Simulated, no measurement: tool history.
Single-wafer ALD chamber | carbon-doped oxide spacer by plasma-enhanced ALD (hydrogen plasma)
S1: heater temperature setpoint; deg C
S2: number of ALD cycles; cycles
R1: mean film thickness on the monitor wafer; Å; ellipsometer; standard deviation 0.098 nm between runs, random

run 1 hour=0 | S1=425 S2=513 | R1=250.54
run 2 hour=4.7 | S1=425 S2=469 | R1=229.15
run 3 hour=10.4 | S1=423 S2=475 | R1=232.21
run 4 hour=15.8 | S1=423 S2=535 | R1=263.44
run 5 hour=17.7 | S1=423 S2=595 | R1=291.88
run 6 hour=20.1 | S1=425 S2=593 | R1=288.63
run 7 hour=27.1 | S1=427 S2=592 | R1=286.63

The next listed run, before its measurement:
run 8 hour=35.8 | S1=429 S2=591 | R1=?

Run 8 came out at R1 284.24 Å.
